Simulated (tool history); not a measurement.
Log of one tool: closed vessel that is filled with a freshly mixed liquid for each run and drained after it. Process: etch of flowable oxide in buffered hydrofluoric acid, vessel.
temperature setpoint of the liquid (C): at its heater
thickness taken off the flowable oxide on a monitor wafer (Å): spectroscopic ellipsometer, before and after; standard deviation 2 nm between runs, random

run,hour,temperature setpoint of the liquid (C),parts of 40 % ammonium fluoride to one part of 49 % hydrofluoric acid (parts by volume),time in the liquid (s),thickness taken off the flowable oxide on a monitor wafer (Å)
1,0,22,14,95,2548.6
2,1,20.5,14,95,2344
3,9.2,20.5,16,95,2055
4,15.7,21.5,15,95,2324
5,20.9,21.5,17.5,95,1992.2
6,25.7,22.5,16,95,2300.7

Forecast run 7:
7,33.3,23.5,14.5,95,?

Run 7 gave thickness taken off the flowable oxide on a monitor wafer (Å) 2683.5.

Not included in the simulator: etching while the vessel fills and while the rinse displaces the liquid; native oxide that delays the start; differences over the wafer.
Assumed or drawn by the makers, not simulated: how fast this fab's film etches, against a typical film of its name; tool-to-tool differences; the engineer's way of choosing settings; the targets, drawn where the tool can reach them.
